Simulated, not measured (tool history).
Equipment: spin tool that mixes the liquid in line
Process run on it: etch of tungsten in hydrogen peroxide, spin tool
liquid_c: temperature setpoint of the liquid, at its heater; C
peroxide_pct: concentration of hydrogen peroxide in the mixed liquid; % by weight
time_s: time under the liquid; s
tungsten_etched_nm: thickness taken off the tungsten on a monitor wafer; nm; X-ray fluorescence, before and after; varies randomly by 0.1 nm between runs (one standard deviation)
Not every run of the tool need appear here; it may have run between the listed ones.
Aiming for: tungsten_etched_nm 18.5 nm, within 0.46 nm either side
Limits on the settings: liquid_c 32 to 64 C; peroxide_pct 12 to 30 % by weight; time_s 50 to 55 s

| run | hour | liquid_c | peroxide_pct | time_s | tungsten_etched_nm |
|---|---|---|---|---|---|
| 1 | 0 | 48 | 22.5 | 50 | 44.898 |
| 2 | 7.4 | 46.5 | 22.5 | 50 | 40.632 |
| 3 | 10.7 | 46.5 | 26 | 50 | 43.656 |
| 4 | 19.5 | 45 | 26 | 50 | 39.814 |
| 5 | 23.5 | 43.5 | 26 | 50 | 35.846 |
| 6 | 28.4 | 42.5 | 26 | 50 | 34.282 |
| 7 | 36.2 | 41.5 | 26 | 50 | 31.822 |
| 8 | 42 | 41.5 | 26 | 50 | 31.844 |

Of the 4 settings listed for the next run, only one would bring every result within its allowed miss of target. Which one?
| A | 47.8 | 48.5 | 26 | 55 | ? |
| B | 47.8 | 39 | 26.5 | 50 | ? |
| C | 47.8 | 36 | 28.5 | 50 | ? |
| D | 47.8 | 33.5 | 25 | 50 | ? |

| move | tungsten_etched_nm |
|---|---|
| A | 54.416 |
| B | 27.513 |
| C | 23.457 |
| D | 18.607 |
A: its largest miss is bigger than the last run's
B: better than the last run, though not everything is in spec
C: better than the last run, though not everything is in spec
D: each result inside its tolerance
The right move is D.
